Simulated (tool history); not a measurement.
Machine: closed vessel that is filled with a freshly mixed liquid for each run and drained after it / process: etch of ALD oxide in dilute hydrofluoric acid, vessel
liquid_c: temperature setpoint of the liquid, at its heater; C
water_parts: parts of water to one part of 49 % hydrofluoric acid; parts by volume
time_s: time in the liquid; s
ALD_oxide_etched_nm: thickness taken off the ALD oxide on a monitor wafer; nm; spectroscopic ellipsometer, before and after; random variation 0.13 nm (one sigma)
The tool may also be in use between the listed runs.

run	day	liquid_c	water_parts	time_s	ALD_oxide_etched_nm
1	0.000	21	120	325	26.468
2	0.375	19	120	325	24.340
3	0.529	19	120	260	19.285
4	0.658	17	120	260	18.061
5	0.829	17	125	260	17.218
6	1.158	17	130	260	16.407

Run 7 has not been measured yet. What should we expect?
7	1.504	17	135	260	?

{"run 7": {"ALD_oxide_etched_nm": 15.748}}
